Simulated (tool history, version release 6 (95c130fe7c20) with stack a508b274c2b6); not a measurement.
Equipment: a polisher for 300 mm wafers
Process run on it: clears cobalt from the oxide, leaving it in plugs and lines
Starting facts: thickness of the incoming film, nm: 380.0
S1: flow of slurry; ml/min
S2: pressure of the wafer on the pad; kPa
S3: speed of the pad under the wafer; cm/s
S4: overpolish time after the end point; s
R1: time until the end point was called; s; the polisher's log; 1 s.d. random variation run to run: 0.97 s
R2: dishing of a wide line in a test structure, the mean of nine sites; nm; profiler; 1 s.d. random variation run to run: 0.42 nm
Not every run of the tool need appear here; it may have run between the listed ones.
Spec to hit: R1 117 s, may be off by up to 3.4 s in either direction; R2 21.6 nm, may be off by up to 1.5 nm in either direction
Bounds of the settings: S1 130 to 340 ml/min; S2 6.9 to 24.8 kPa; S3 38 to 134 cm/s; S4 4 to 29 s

| run | hour | S1 | S2 | S3 | S4 | R1 | R2 |
|---|---|---|---|---|---|---|---|
| 1 | 0 | 220 | 15.9 | 86 | 15 | 60.143 | 43.789 |
| 2 | 2.8 | 220 | 15.9 | 86 | 18 | 60.096 | 46.519 |
| 3 | 9 | 220 | 18.6 | 86 | 18 | 50.765 | 50.184 |
| 4 | 10.2 | 220 | 16.5 | 84 | 16 | 58.992 | 46.615 |
| 5 | 16.1 | 205 | 15.2 | 84 | 14 | 64.359 | 42.661 |
| 6 | 21.8 | 225 | 13.8 | 82 | 12 | 72.257 | 36.109 |
| 7 | 24.2 | 230 | 13.1 | 80 | 11 | 77.809 | 33.132 |
| 8 | 31.1 | 235 | 12.4 | 80 | 10 | 81.399 | 30.202 |
| 9 | 34.1 | 240 | 11.7 | 80 | 10 | 86.035 | 29.418 |
| 10 | 35.8 | 245 | 11 | 80 | 10 | 89.932 | 28.14 |
| 11 | 42.5 | 250 | 10.3 | 80 | 10 | 97.752 | 27.252 |
| 12 | 50.3 | 255 | 9.7 | 80 | 10 | 102.5 | 26.057 |
| 13 | 52.9 | 250 | 7.6 | 80 | 5 | 129.59 | 12.122 |
| 14 | 55.5 | 260 | 9.7 | 72 | 11 | 112.63 | 25.353 |
| 15 | 62.1 | 255 | 9.7 | 72 | 11 | 111.86 | 26.222 |
| 16 | 69.7 | 245 | 9.7 | 72 | 11 | 113.4 | 25.856 |
| 17 | 75.4 | 240 | 9.7 | 72 | 11 | 114.56 | 25.656 |
| 18 | 76.4 | 235 | 9.7 | 72 | 11 | 116.28 | 25.623 |
| 19 | 78.1 | 230 | 9.7 | 72 | 11 | 113.43 | 26.426 |

Of the 4 settings listed for the next run, only one would bring every result within its allowed miss of target. Which one?
| A | 79.8 | 215 | 10.3 | 64 | 13 | ? | ? |
| B | 79.8 | 190 | 8.3 | 84 | 9 | ? | ? |
| C | 79.8 | 240 | 13.8 | 54 | 14 | ? | ? |
| D | 79.8 | 195 | 9.7 | 78 | 8 | ? | ? |

| move | R1 | R2 |
|---|---|---|
| A | 118.65 | 27.563 |
| B | 115.57 | 21.339 |
| C | 103.92 | 31.684 |
| D | 106.69 | 20.701 |
A: misses by more than the last run did
B: all results in spec
C: misses by more than the last run did
D: puts the biggest miss on target and leaves a different result outside tolerance
Correct choice: B, which meets every target
